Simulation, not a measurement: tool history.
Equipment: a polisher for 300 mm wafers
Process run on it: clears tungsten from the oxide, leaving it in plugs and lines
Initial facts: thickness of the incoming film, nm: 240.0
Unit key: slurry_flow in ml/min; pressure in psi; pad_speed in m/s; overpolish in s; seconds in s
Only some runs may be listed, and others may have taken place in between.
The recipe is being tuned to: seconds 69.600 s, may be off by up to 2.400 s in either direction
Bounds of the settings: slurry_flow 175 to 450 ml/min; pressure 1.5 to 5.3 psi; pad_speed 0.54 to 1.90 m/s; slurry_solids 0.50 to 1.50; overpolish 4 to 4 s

Run 1, hour 0.0: slurry_flow 290 ml/min, pressure 3.4 psi, pad_speed 1.22 m/s, slurry_solids 1.00, overpolish 4 s. Result: seconds 44.529 s.
Run 2, hour 8.8: slurry_flow 290 ml/min, pressure 3.4 psi, pad_speed 1.22 m/s, slurry_solids 1.00, overpolish 4 s. Result: seconds 43.925 s.
Run 3, hour 17.0: slurry_flow 290 ml/min, pressure 3.4 psi, pad_speed 1.22 m/s, slurry_solids 1.00, overpolish 4 s. Result: seconds 44.101 s.
Run 4, hour 24.9: slurry_flow 290 ml/min, pressure 3.1 psi, pad_speed 1.22 m/s, slurry_solids 1.00, overpolish 4 s. Result: seconds 48.485 s.
Run 5, hour 32.0: slurry_flow 290 ml/min, pressure 2.8 psi, pad_speed 1.22 m/s, slurry_solids 1.00, overpolish 4 s. Result: seconds 52.774 s.
Run 6, hour 40.4: slurry_flow 290 ml/min, pressure 2.6 psi, pad_speed 1.22 m/s, slurry_solids 1.00, overpolish 4 s. Result: seconds 55.245 s.
Run 7, hour 47.8: slurry_flow 290 ml/min, pressure 1.6 psi, pad_speed 1.20 m/s, slurry_solids 1.00, overpolish 4 s. Result: seconds 77.858 s.
Run 8, hour 51.4: slurry_flow 290 ml/min, pressure 1.7 psi, pad_speed 1.20 m/s, slurry_solids 1.00, overpolish 4 s. Result: seconds 73.521 s.

5 next moves are on the table. One of them brings every result within its allowed miss. Which?
Run A, hour 55.0: slurry_flow 265 ml/min, pressure 2.0 psi, pad_speed 1.04 m/s, slurry_solids 1.00, overpolish 4 s. Result: seconds ?.
Run B, hour 55.0: slurry_flow 250 ml/min, pressure 2.0 psi, pad_speed 1.12 m/s, slurry_solids 0.90, overpolish 4 s. Result: seconds ?.
Run C, hour 55.0: slurry_flow 335 ml/min, pressure 3.5 psi, pad_speed 0.86 m/s, slurry_solids 0.70, overpolish 4 s. Result: seconds ?.
Run D, hour 55.0: slurry_flow 270 ml/min, pressure 2.2 psi, pad_speed 1.02 m/s, slurry_solids 1.15, overpolish 4 s. Result: seconds ?.
Run E, hour 55.0: slurry_flow 290 ml/min, pressure 1.9 psi, pad_speed 1.28 m/s, slurry_solids 1.10, overpolish 4 s. Result: seconds ?.

move  seconds
   A   75.837
   B   73.241
   C   63.393
   D   69.828
   E   63.531
A: further off than the last run
B: closer than the last run, but not yet in spec
C: pushes the last run's worst result past its target
D: each result inside its tolerance
E: pushes the last run's worst result past its target
Move D is the one to make.
